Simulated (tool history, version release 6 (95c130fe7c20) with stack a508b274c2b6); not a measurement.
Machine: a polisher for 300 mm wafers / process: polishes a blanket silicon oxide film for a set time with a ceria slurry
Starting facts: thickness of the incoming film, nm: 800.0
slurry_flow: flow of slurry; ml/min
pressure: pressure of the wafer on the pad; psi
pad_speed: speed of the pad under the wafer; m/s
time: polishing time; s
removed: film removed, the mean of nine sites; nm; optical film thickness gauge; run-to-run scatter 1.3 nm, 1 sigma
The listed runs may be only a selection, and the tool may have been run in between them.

Run 1, hour 0: slurry_flow 150 ml/min, pressure 4 psi, pad_speed 1.02 m/s, time 26 s. Result: removed 128.66 nm.
Run 2, hour 8.9: slurry_flow 150 ml/min, pressure 3.2 psi, pad_speed 1.02 m/s, time 26 s. Result: removed 106.76 nm.
Run 3, hour 16.9: slurry_flow 170 ml/min, pressure 3.2 psi, pad_speed 1.02 m/s, time 26 s. Result: removed 105.02 nm.
Run 4, hour 24: slurry_flow 170 ml/min, pressure 3.1 psi, pad_speed 1.02 m/s, time 26 s. Result: removed 101.34 nm.
Run 5, hour 25.2: slurry_flow 170 ml/min, pressure 2.9 psi, pad_speed 1.02 m/s, time 26 s. Result: removed 96.289 nm.
Run 6, hour 30.9: slurry_flow 170 ml/min, pressure 1.9 psi, pad_speed 1.02 m/s, time 26 s. Result: removed 64.355 nm.

The next listed run, before its measurement:
Run 7, hour 38.6: slurry_flow 170 ml/min, pressure 2 psi, pad_speed 1.02 m/s, time 26 s. Result: removed ?.

removed: 67.333 nm

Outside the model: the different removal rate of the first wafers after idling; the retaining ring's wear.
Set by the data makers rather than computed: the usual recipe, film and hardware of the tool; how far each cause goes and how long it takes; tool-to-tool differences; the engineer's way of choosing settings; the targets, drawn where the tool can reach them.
